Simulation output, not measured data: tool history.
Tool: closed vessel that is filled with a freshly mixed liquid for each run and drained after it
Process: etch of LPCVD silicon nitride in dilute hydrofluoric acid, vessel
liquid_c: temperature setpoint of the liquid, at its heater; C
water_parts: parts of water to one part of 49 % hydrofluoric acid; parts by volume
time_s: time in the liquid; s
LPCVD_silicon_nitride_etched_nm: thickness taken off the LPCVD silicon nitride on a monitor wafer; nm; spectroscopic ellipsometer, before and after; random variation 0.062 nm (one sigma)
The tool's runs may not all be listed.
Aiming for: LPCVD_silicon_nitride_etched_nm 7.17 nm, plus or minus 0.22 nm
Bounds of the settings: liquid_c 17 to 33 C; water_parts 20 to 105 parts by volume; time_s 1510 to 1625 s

| run | hour | liquid_c | water_parts | time_s | LPCVD_silicon_nitride_etched_nm |
|---|---|---|---|---|---|
| 1 | 0 | 25 | 55 | 1510 | 14.637 |
| 2 | 2.2 | 23.5 | 55 | 1510 | 13.035 |
| 3 | 6.7 | 26.5 | 55 | 1510 | 16.058 |
| 4 | 11.9 | 24.5 | 55 | 1510 | 13.94 |
| 5 | 17.3 | 23 | 55 | 1510 | 12.625 |
| 6 | 18.5 | 22 | 55 | 1510 | 11.672 |
| 7 | 20.8 | 22 | 55 | 1510 | 11.952 |
| 8 | 27.6 | 21 | 55 | 1510 | 10.914 |
| 9 | 32.9 | 20 | 55 | 1510 | 10.327 |
| 10 | 34.6 | 19.5 | 55 | 1510 | 9.7967 |
| 11 | 37.5 | 19 | 55 | 1510 | 9.8273 |
| 12 | 44.8 | 18.5 | 55 | 1510 | 9.2918 |
| 13 | 49.8 | 18 | 55 | 1510 | 9.0158 |
| 14 | 51.1 | 17.5 | 60 | 1510 | 7.9996 |

Pick the move, out of 4, that brings all results within their allowed miss; only one does.
| A | 52.4 | 17 | 65 | 1510 | ? |
| B | 52.4 | 22 | 80 | 1530 | ? |
| C | 52.4 | 18 | 60 | 1555 | ? |
| D | 52.4 | 17 | 65 | 1625 | ? |

| move | LPCVD_silicon_nitride_etched_nm |
|---|---|
| A | 7.0431 |
| B | 8.2346 |
| C | 8.411 |
| D | 7.5795 |
A: in spec on every target
B: further off than the last run
C: further off than the last run
D: closer than the last run, but not yet in spec
Correct choice: A, which meets every target

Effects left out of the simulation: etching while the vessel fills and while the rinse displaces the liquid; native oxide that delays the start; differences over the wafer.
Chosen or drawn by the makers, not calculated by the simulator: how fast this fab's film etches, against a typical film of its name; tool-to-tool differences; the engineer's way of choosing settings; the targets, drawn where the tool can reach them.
